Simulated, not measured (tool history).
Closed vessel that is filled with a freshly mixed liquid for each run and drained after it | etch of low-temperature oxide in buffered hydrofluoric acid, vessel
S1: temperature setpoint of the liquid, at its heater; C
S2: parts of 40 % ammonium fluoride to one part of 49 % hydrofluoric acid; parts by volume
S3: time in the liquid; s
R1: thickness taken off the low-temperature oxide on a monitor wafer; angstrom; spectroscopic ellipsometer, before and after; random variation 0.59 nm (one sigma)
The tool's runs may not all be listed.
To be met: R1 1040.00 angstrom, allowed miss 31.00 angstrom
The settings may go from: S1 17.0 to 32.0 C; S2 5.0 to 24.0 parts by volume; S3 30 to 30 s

{"run": 1, "hour": 0.0, "S1": 24.0, "S2": 14.5, "S3": 30, "R1": 1281.9}
{"run": 2, "hour": 1.4, "S1": 23.0, "S2": 14.5, "S3": 30, "R1": 1216.5}
{"run": 3, "hour": 4.8, "S1": 25.0, "S2": 14.5, "S3": 30, "R1": 1354.8}
{"run": 4, "hour": 5.6, "S1": 23.5, "S2": 14.5, "S3": 30, "R1": 1245.7}
{"run": 5, "hour": 11.8, "S1": 23.5, "S2": 18.5, "S3": 30, "R1": 983.35}
{"run": 6, "hour": 20.3, "S1": 23.5, "S2": 20.5, "S3": 30, "R1": 887.72}
{"run": 7, "hour": 25.3, "S1": 24.5, "S2": 20.5, "S3": 30, "R1": 948.68}
{"run": 8, "hour": 31.5, "S1": 25.0, "S2": 20.5, "S3": 30, "R1": 969.68}
{"run": 9, "hour": 36.5, "S1": 25.5, "S2": 20.5, "S3": 30, "R1": 1001.8}

Which of these 4 next moves meets every target?
{"run": "A", "hour": 41.5, "S1": 25.5, "S2": 22.0, "S3": 30, "R1": "?"}
{"run": "B", "hour": 41.5, "S1": 25.5, "S2": 19.5, "S3": 30, "R1": "?"}
{"run": "C", "hour": 41.5, "S1": 26.0, "S2": 23.0, "S3": 30, "R1": "?"}
{"run": "D", "hour": 41.5, "S1": 24.0, "S2": 20.0, "S3": 30, "R1": "?"}

move=A R1=943.53
move=B R1=1032.80
move=C R1=940.30
move=D R1=928.31
A: further off than the last run
B: meets every target
C: further off than the last run
D: further off than the last run
Answer: B
